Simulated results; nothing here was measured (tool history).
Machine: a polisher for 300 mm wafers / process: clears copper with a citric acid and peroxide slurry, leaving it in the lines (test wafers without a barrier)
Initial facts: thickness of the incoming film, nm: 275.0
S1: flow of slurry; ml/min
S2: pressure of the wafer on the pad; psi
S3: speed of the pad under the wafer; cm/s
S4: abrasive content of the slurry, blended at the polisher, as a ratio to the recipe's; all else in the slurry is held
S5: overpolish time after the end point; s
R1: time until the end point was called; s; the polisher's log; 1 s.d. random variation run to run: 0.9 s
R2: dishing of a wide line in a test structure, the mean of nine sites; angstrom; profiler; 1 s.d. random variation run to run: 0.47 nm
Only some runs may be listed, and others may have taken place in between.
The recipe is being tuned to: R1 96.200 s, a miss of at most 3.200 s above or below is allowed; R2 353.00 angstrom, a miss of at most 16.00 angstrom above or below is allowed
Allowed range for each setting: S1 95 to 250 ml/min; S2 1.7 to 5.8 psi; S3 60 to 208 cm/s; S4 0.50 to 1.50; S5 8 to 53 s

run,day,S1,S2,S3,S4,S5,R1,R2
1,0.000,160,3.7,134,1.00,27,63.697,604.44
2,0.138,160,3.7,134,0.90,27,66.529,584.04
3,0.500,160,3.6,134,0.90,26,68.847,568.98
4,0.750,160,3.6,158,0.90,26,59.005,612.09
5,0.979,160,3.4,158,0.90,25,62.331,591.83
6,1.058,160,3.4,158,0.75,25,65.829,570.10
7,1.188,160,3.3,158,0.75,24,68.397,530.17
8,1.338,160,3.2,158,0.75,23,69.941,515.03
# day 1.462: worn pad replaced by a new one
9,1.462,160,3.1,158,0.75,22,65.758,523.41
10,1.775,160,3.0,154,0.75,21,69.103,488.12

Which of these 5 next moves meets every target?
A,2.088,190,2.4,136,0.90,20,?,?
B,2.088,115,2.4,140,0.85,24,?,?
C,2.088,185,2.3,164,0.60,21,?,?
D,2.088,140,2.7,132,0.65,20,?,?
E,2.088,155,2.4,150,0.75,21,?,?

move,R1,R2
A,87.518,382.42
B,95.857,410.54
C,88.903,391.35
D,94.997,360.09
E,87.878,395.88
A: an improvement on the last run, though not all results are within tolerance
B: brings the last run's worst result on target, with another outside its allowed miss
C: an improvement on the last run, though not all results are within tolerance
D: each result inside its tolerance
E: an improvement on the last run, though not all results are within tolerance
Go with D: it meets all targets.
